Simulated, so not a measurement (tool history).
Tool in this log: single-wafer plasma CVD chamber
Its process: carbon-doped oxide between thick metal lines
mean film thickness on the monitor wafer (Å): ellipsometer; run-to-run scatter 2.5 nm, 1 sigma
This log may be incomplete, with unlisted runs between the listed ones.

run,hour,heater temperature setpoint (K),chamber pressure (Torr),RF power (kW),deposition time (s),mean film thickness on the monitor wafer (Å)
1,0,633.15,3.57,0.39,116,4967.5
2,2.9,633.15,3.57,0.39,111,4713.8
3,7.8,631.15,3.77,0.405,111,4899
4,11.8,630.15,3.84,0.425,111,5161.4
5,16.7,630.15,3.84,0.425,116,5383.6
6,18,628.15,3.98,0.43,116,5446
7,24,627.15,4.06,0.435,116,5547.5

For run 8, what comes out?
8,32.3,626.15,4.17,0.44,116,?

{"run 8": {"mean film thickness on the monitor wafer (Å)": 5682.4}}
